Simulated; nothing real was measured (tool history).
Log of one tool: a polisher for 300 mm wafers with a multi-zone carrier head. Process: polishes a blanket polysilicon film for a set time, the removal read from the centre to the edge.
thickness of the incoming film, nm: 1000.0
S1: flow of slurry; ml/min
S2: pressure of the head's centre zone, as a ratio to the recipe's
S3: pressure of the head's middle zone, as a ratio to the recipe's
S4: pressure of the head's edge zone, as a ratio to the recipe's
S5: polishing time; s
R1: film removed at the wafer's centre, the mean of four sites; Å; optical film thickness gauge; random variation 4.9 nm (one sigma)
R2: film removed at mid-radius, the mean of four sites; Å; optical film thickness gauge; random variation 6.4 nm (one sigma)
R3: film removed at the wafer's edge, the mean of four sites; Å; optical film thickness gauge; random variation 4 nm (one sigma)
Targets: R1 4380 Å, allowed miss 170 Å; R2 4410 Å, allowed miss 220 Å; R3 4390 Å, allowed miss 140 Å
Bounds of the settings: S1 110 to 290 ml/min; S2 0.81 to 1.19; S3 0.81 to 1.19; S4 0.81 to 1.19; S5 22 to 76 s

run,day,S1,S2,S3,S4,S5,R1,R2,R3
1,0,185,1,1,1,49,3187.1,3199.1,3136.5
2,0.262,185,1,1,1.07,49,3182.5,3138.9,3262.6
3,0.471,195,1.01,1.03,1.09,52,3437.6,3496.8,3461.4
4,0.708,200,1.01,1.03,1.11,55,3700.7,3703.5,3784
5,0.812,200,1.01,1.03,1.04,55,3695.8,3634.5,3646.2
6,1.1,205,1.01,1.05,1.07,57,3770.2,3840.3,3842.3
7,1.229,210,1.02,1.06,1.09,58,3904.6,4080.7,3953.1
8,1.6,215,1.03,1.06,1.11,59,4115,4032.8,4088
9,1.825,220,1.03,1.07,1.12,60,4087.7,4185.7,4230.1
10,2.117,220,1.04,1.08,1.12,60,4097,4173.1,4194.6

5 next moves are on the table. One of them brings every result within its allowed miss. Which?
A,2.408,210,0.94,1.19,1.16,63,?,?,?
B,2.408,200,0.99,1.02,1.05,66,?,?,?
C,2.408,290,0.92,1.08,1.18,60,?,?,?
D,2.408,230,0.95,1.16,1.15,68,?,?,?
E,2.408,220,0.96,1.11,1.19,61,?,?,?

move,R1,R2,R3
A,3915.7,4764.9,4418.8
B,4237.7,4401.5,4389.6
C,3814.7,4362.3,4368.7
D,4314,5097.3,4789.6
E,3877.4,4394,4359
A: further off than the last run
B: meets every target
C: further off than the last run
D: brings the result that was furthest off to its target, and leaves another outside
E: further off than the last run
Move B is the one to make.
